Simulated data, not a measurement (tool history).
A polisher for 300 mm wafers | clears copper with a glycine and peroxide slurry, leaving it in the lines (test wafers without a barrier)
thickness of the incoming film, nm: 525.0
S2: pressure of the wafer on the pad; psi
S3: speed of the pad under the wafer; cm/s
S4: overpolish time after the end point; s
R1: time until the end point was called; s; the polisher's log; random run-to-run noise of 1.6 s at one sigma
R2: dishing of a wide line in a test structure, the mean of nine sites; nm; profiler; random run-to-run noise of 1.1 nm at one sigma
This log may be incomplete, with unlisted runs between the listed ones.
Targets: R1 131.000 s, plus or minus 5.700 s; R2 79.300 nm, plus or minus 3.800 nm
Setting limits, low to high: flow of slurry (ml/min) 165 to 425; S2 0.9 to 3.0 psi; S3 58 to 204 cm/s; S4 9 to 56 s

Run 1, day 0.000: flow of slurry (ml/min) 275, S2 1.9 psi, S3 130 cm/s, S4 29 s. Result: R1 97.508 s, R2 70.035 nm.
Run 2, day 0.062: flow of slurry (ml/min) 275, S2 1.8 psi, S3 130 cm/s, S4 31 s. Result: R1 102.970 s, R2 70.097 nm.
Run 3, day 0.404: flow of slurry (ml/min) 275, S2 2.0 psi, S3 130 cm/s, S4 31 s. Result: R1 92.529 s, R2 74.776 nm.
Run 4, day 0.658: flow of slurry (ml/min) 275, S2 2.0 psi, S3 130 cm/s, S4 27 s. Result: R1 92.243 s, R2 68.689 nm.
Run 5, day 0.871: flow of slurry (ml/min) 275, S2 1.9 psi, S3 130 cm/s, S4 29 s. Result: R1 100.510 s, R2 70.600 nm.
Run 6, day 1.021: flow of slurry (ml/min) 275, S2 2.2 psi, S3 130 cm/s, S4 29 s. Result: R1 85.679 s, R2 74.977 nm.
Run 7, day 1.229: flow of slurry (ml/min) 275, S2 2.1 psi, S3 130 cm/s, S4 31 s. Result: R1 88.722 s, R2 76.434 nm.
At day 1.525: head pressure recalibrated.
Run 8, day 1.525: flow of slurry (ml/min) 275, S2 2.0 psi, S3 130 cm/s, S4 32 s. Result: R1 95.539 s, R2 73.472 nm.
Run 9, day 1.721: flow of slurry (ml/min) 275, S2 1.9 psi, S3 130 cm/s, S4 34 s. Result: R1 101.720 s, R2 73.419 nm.
Run 10, day 2.088: flow of slurry (ml/min) 275, S2 1.9 psi, S3 130 cm/s, S4 36 s. Result: R1 103.470 s, R2 76.931 nm.
Run 11, day 2.371: flow of slurry (ml/min) 275, S2 1.9 psi, S3 130 cm/s, S4 36 s. Result: R1 103.050 s, R2 78.478 nm.
Run 12, day 2.700: flow of slurry (ml/min) 275, S2 1.9 psi, S3 130 cm/s, S4 37 s. Result: R1 101.320 s, R2 76.362 nm.
Run 13, day 3.062: flow of slurry (ml/min) 275, S2 1.9 psi, S3 130 cm/s, S4 38 s. Result: R1 103.230 s, R2 77.945 nm.
Run 14, day 3.092: flow of slurry (ml/min) 275, S2 1.9 psi, S3 130 cm/s, S4 39 s. Result: R1 102.830 s, R2 79.505 nm.
Run 15, day 3.396: flow of slurry (ml/min) 275, S2 1.9 psi, S3 130 cm/s, S4 40 s. Result: R1 101.020 s, R2 81.284 nm.
Run 16, day 3.521: flow of slurry (ml/min) 275, S2 1.8 psi, S3 130 cm/s, S4 41 s. Result: R1 107.660 s, R2 80.824 nm.
Run 17, day 3.629: flow of slurry (ml/min) 275, S2 1.8 psi, S3 130 cm/s, S4 42 s. Result: R1 106.100 s, R2 79.305 nm.
Run 18, day 3.654: flow of slurry (ml/min) 275, S2 1.8 psi, S3 130 cm/s, S4 43 s. Result: R1 106.400 s, R2 79.059 nm.
Run 19, day 4.012: flow of slurry (ml/min) 275, S2 1.8 psi, S3 130 cm/s, S4 44 s. Result: R1 108.390 s, R2 79.854 nm.
Run 20, day 4.042: flow of slurry (ml/min) 275, S2 1.8 psi, S3 130 cm/s, S4 45 s. Result: R1 107.950 s, R2 82.773 nm.
Run 21, day 4.317: flow of slurry (ml/min) 275, S2 1.3 psi, S3 126 cm/s, S4 49 s. Result: R1 140.320 s, R2 74.132 nm.

Exercise: of the 4 proposed moves below, exactly one satisfies all targets within the stated allowed misses. Which move is it?
Run A, day 4.592: flow of slurry (ml/min) 230, S2 1.7 psi, S3 88 cm/s, S4 51 s. Result: R1 ?, R2 ?.
Run B, day 4.592: flow of slurry (ml/min) 270, S2 1.3 psi, S3 120 cm/s, S4 56 s. Result: R1 ?, R2 ?.
Run C, day 4.592: flow of slurry (ml/min) 235, S2 1.5 psi, S3 110 cm/s, S4 51 s. Result: R1 ?, R2 ?.
Run D, day 4.592: flow of slurry (ml/min) 300, S2 1.2 psi, S3 154 cm/s, S4 56 s. Result: R1 ?, R2 ?.

move       R1      R2
   A  148.650  77.108
   B  145.460  77.627
   C  140.920  76.910
   D  129.220  78.388
A: its largest miss is bigger than the last run's
B: its largest miss is bigger than the last run's
C: its largest miss is bigger than the last run's
D: in spec on every target
Go with D: it meets all targets.
